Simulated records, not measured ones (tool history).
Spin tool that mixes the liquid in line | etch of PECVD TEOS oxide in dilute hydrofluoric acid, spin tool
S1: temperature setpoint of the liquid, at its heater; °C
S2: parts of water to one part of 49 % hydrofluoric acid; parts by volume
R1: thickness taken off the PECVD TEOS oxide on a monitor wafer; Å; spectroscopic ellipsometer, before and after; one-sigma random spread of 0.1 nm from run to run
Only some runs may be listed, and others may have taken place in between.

run 1 day=0 | S1=23 S2=110 time_under_the_liquid_(s)=50 | R1=95.957
run 2 day=0.096 | S1=23 S2=90 time_under_the_liquid_(s)=50 | R1=119.64
run 3 day=0.35 | S1=25.5 S2=85 time_under_the_liquid_(s)=50 | R1=139.44
run 4 day=0.404 | S1=25.5 S2=115 time_under_the_liquid_(s)=50 | R1=100.85
run 5 day=0.496 | S1=27 S2=100 time_under_the_liquid_(s)=50 | R1=125.35
run 6 day=0.608 | S1=28 S2=90 time_under_the_liquid_(s)=50 | R1=145.45
run 7 day=0.738 | S1=31 S2=70 time_under_the_liquid_(s)=50 | R1=216.38

What does the tool deliver on the next run?
run 8 day=1.075 | S1=30 S2=70 time_under_the_liquid_(s)=50 | R1=?

Run 8 gave R1 207.27 Å.
